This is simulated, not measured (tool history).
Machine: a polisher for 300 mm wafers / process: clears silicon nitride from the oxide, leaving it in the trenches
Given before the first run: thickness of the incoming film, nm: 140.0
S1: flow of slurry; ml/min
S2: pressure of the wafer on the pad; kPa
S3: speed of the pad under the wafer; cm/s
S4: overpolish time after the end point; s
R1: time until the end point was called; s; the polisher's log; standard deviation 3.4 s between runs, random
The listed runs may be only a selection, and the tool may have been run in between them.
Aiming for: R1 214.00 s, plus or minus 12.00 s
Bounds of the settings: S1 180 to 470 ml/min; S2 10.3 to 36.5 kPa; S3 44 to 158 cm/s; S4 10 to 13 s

run 1 hour=0.0 | S1=300 S2=23.4 S3=100 S4=13 | R1=161.05
run 2 hour=5.6 | S1=300 S2=22.1 S3=100 S4=13 | R1=168.41
run 3 hour=12.4 | S1=355 S2=22.1 S3=100 S4=13 | R1=170.50
run 4 hour=13.9 | S1=320 S2=22.1 S3=100 S4=13 | R1=168.96
run 5 hour=19.1 | S1=320 S2=20.7 S3=100 S4=13 | R1=176.81
run 6 hour=20.3 | S1=355 S2=20.7 S3=100 S4=13 | R1=176.85
run 7 hour=21.1 | S1=355 S2=20.7 S3=100 S4=13 | R1=174.72
run 8 hour=21.8 | S1=355 S2=19.3 S3=100 S4=13 | R1=191.84
run 9 hour=29.4 | S1=355 S2=18.6 S3=100 S4=13 | R1=198.19
run 10 hour=33.5 | S1=355 S2=17.9 S3=100 S4=13 | R1=193.95
-- hour=34.9 slurry nozzle cleaned
run 11 hour=34.9 | S1=355 S2=17.2 S3=100 S4=13 | R1=199.66

Next run, 5 choices. One meets every target within its allowed miss, the rest don't. Which?
run A hour=36.3 | S1=320 S2=16.5 S3=96 S4=13 | R1=?
run B hour=36.3 | S1=315 S2=18.6 S3=98 S4=10 | R1=?
run C hour=36.3 | S1=345 S2=14.5 S3=88 S4=13 | R1=?
run D hour=36.3 | S1=395 S2=16.5 S3=82 S4=10 | R1=?
run E hour=36.3 | S1=375 S2=20.0 S3=70 S4=10 | R1=?

move=A R1=211.85
move=B R1=190.70
move=C R1=251.73
move=D R1=242.52
move=E R1=246.28
A: every result lands within tolerance
B: moves away from the targets compared with the last run
C: the result that was furthest off in the last run now lies on the other side of its target
D: the result that was furthest off in the last run now lies on the other side of its target
E: the result that was furthest off in the last run now lies on the other side of its target
So the answer is move A, the one that meets all the targets.

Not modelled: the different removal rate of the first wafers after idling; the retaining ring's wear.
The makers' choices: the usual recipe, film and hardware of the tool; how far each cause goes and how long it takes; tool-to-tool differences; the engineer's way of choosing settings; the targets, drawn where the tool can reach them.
